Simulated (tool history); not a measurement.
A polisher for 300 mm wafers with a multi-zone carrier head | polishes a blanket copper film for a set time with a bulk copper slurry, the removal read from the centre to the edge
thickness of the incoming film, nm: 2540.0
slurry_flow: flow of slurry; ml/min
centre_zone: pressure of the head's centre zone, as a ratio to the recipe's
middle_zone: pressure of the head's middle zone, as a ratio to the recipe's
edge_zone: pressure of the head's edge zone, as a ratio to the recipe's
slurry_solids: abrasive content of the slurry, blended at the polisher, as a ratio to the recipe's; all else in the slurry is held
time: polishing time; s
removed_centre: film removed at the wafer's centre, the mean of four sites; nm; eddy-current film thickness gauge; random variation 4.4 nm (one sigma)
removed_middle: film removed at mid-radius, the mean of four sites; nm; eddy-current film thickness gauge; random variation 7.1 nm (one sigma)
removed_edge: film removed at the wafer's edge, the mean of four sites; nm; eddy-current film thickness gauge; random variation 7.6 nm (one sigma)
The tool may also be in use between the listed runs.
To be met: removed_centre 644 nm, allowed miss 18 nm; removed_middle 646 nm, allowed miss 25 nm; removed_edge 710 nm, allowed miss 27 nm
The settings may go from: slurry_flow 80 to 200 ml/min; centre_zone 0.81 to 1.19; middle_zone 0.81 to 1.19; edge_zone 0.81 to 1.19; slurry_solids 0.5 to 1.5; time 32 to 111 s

Run 1, hour 0: slurry_flow 130 ml/min, centre_zone 1, middle_zone 1, edge_zone 1, slurry_solids 1, time 71 s. Result: removed_centre 825.49 nm, removed_middle 813.24 nm, removed_edge 816.63 nm.
Run 2, hour 5.9: slurry_flow 130 ml/min, centre_zone 1, middle_zone 0.96, edge_zone 1, slurry_solids 1, time 71 s. Result: removed_centre 828.87 nm, removed_middle 778.04 nm, removed_edge 828.98 nm.
Run 3, hour 10: slurry_flow 125 ml/min, centre_zone 0.99, middle_zone 0.95, edge_zone 0.99, slurry_solids 0.95, time 71 s. Result: removed_centre 800.54 nm, removed_middle 775.25 nm, removed_edge 810.24 nm.
Run 4, hour 10.8: slurry_flow 120 ml/min, centre_zone 0.98, middle_zone 0.94, edge_zone 0.99, slurry_solids 0.9, time 71 s. Result: removed_centre 772.41 nm, removed_middle 734.37 nm, removed_edge 805.78 nm.
Run 5, hour 12.7: slurry_flow 115 ml/min, centre_zone 0.97, middle_zone 0.94, edge_zone 0.98, slurry_solids 0.9, time 71 s. Result: removed_centre 762.51 nm, removed_middle 735.53 nm, removed_edge 782.69 nm.
Run 6, hour 18.5: slurry_flow 115 ml/min, centre_zone 0.97, middle_zone 0.94, edge_zone 0.98, slurry_solids 0.9, time 80 s. Result: removed_centre 854.98 nm, removed_middle 830.37 nm, removed_edge 897.76 nm.
Run 7, hour 24.6: slurry_flow 115 ml/min, centre_zone 0.96, middle_zone 0.93, edge_zone 0.97, slurry_solids 0.85, time 79 s. Result: removed_centre 826.11 nm, removed_middle 804.87 nm, removed_edge 886.04 nm.
Run 8, hour 27.9: slurry_flow 110 ml/min, centre_zone 0.96, middle_zone 0.93, edge_zone 0.96, slurry_solids 0.8, time 78 s. Result: removed_centre 791.61 nm, removed_middle 778.42 nm, removed_edge 829.36 nm.
Run 9, hour 36.9: slurry_flow 105 ml/min, centre_zone 0.95, middle_zone 0.92, edge_zone 0.95, slurry_solids 0.75, time 78 s. Result: removed_centre 772.08 nm, removed_middle 749.37 nm, removed_edge 813.99 nm.
Run 10, hour 39.8: slurry_flow 95 ml/min, centre_zone 0.85, middle_zone 0.89, edge_zone 0.85, slurry_solids 0.5, time 75 s. Result: removed_centre 598.44 nm, removed_middle 638.05 nm, removed_edge 701.09 nm.
Run 11, hour 40.4: slurry_flow 100 ml/min, centre_zone 0.85, middle_zone 0.89, edge_zone 0.85, slurry_solids 0.5, time 75 s. Result: removed_centre 611.76 nm, removed_middle 653.64 nm, removed_edge 698.2 nm.

5 next moves are on the table. One of them brings every result within its allowed miss. Which?
Run A, hour 41: slurry_flow 85 ml/min, centre_zone 0.84, middle_zone 0.86, edge_zone 0.89, slurry_solids 0.7, time 72 s. Result: removed_centre ?, removed_middle ?, removed_edge ?.
Run B, hour 41: slurry_flow 105 ml/min, centre_zone 0.81, middle_zone 0.92, edge_zone 0.86, slurry_solids 0.6, time 70 s. Result: removed_centre ?, removed_middle ?, removed_edge ?.
Run C, hour 41: slurry_flow 110 ml/min, centre_zone 0.82, middle_zone 0.9, edge_zone 0.86, slurry_solids 0.5, time 73 s. Result: removed_centre ?, removed_middle ?, removed_edge ?.
Run D, hour 41: slurry_flow 95 ml/min, centre_zone 0.89, middle_zone 0.88, edge_zone 0.88, slurry_solids 0.5, time 76 s. Result: removed_centre ?, removed_middle ?, removed_edge ?.
Run E, hour 41: slurry_flow 85 ml/min, centre_zone 0.81, middle_zone 0.85, edge_zone 0.9, slurry_solids 0.5, time 78 s. Result: removed_centre ?, removed_middle ?, removed_edge ?.

move  removed_centre  removed_middle  removed_edge
   A          584.52          616.28         700.2
   B          574.18          657.73        682.74
   C          598.85          664.18        699.77
   D          647.39           652.5        716.12
   E          581.27          629.81        725.69
A: further off than the last run
B: further off than the last run
C: further off than the last run
D: meets every target
E: further off than the last run
The right move is D.
